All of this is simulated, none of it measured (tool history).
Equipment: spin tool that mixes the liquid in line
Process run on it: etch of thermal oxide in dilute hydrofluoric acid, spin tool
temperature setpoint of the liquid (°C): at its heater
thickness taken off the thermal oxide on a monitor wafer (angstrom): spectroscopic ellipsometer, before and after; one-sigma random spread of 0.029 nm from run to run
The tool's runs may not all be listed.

run	hour	temperature setpoint of the liquid (°C)	parts of water to one part of 49 % hydrofluoric acid (parts by volume)	time under the liquid (s)	thickness taken off the thermal oxide on a monitor wafer (angstrom)
1	0	21	55	85	66.688
2	5.7	20	65	85	53.233
3	13.7	19	70	85	47.017
4	15.7	22	70	85	53.62
5	23.8	22	60	85	63.424
6	24.9	20.5	70	85	50.3
7	32.2	19.5	75	85	44.766
8	34.7	19	80	85	40.318
9	41.3	18.5	80	85	40.026

What does the tool deliver on the next run?
10	42.4	18	85	85	?

{"run 10": {"thickness taken off the thermal oxide on a monitor wafer (angstrom)": 36.368}}

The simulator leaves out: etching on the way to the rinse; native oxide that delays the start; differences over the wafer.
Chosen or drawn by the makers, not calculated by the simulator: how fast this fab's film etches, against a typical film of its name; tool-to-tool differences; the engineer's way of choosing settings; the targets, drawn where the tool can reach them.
